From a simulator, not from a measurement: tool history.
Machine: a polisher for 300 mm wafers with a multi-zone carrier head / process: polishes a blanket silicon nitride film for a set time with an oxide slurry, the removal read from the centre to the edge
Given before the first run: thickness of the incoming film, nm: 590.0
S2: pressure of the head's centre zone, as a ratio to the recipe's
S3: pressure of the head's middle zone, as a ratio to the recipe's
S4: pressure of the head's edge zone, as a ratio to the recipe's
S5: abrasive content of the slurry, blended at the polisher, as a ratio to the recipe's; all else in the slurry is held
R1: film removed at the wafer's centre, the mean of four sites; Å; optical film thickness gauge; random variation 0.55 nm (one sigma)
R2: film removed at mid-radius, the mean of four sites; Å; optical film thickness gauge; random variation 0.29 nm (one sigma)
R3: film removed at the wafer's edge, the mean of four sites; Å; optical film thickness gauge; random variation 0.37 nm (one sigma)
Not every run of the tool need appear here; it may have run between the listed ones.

{"run": 1, "day": 0.0, "flow of slurry (ml/min)": 140, "S2": 1.0, "S3": 1.0, "S4": 1.0, "S5": 1.0, "polishing time (s)": 49, "R1": 476.82, "R2": 458.23, "R3": 456.6}
{"run": 2, "day": 0.054, "flow of slurry (ml/min)": 135, "S2": 0.98, "S3": 0.99, "S4": 1.02, "S5": 1.0, "polishing time (s)": 49, "R1": 448.0, "R2": 445.64, "R3": 454.67}
{"run": 3, "day": 0.15, "flow of slurry (ml/min)": 130, "S2": 0.97, "S3": 0.98, "S4": 1.03, "S5": 1.0, "polishing time (s)": 49, "R1": 452.94, "R2": 441.58, "R3": 458.35}
{"run": 4, "day": 0.512, "flow of slurry (ml/min)": 130, "S2": 0.97, "S3": 0.98, "S4": 1.03, "S5": 0.9, "polishing time (s)": 49, "R1": 417.97, "R2": 413.55, "R3": 434.11}
{"run": 5, "day": 0.85, "flow of slurry (ml/min)": 110, "S2": 0.97, "S3": 0.98, "S4": 1.03, "S5": 0.9, "polishing time (s)": 49, "R1": 386.59, "R2": 404.39, "R3": 417.97}
{"run": 6, "day": 1.067, "flow of slurry (ml/min)": 110, "S2": 0.97, "S3": 1.04, "S4": 1.03, "S5": 0.9, "polishing time (s)": 49, "R1": 409.48, "R2": 422.69, "R3": 416.28}
{"run": 7, "day": 1.312, "flow of slurry (ml/min)": 110, "S2": 0.96, "S3": 1.03, "S4": 1.05, "S5": 0.9, "polishing time (s)": 49, "R1": 400.43, "R2": 420.33, "R3": 427.24}
{"run": 8, "day": 1.383, "flow of slurry (ml/min)": 110, "S2": 0.95, "S3": 1.02, "S4": 1.06, "S5": 0.9, "polishing time (s)": 49, "R1": 389.27, "R2": 411.48, "R3": 424.65}
{"run": 9, "day": 1.696, "flow of slurry (ml/min)": 110, "S2": 0.94, "S3": 1.02, "S4": 1.07, "S5": 0.9, "polishing time (s)": 49, "R1": 386.36, "R2": 414.5, "R3": 420.69}

For run 10, what comes out?
{"run": 10, "day": 1.788, "flow of slurry (ml/min)": 110, "S2": 0.93, "S3": 1.01, "S4": 1.08, "S5": 0.9, "polishing time (s)": 49, "R1": "?", "R2": "?", "R3": "?"}

Run 10 produced R1 379.54 Å, R2 408.57 Å, R3 420.37 Å.
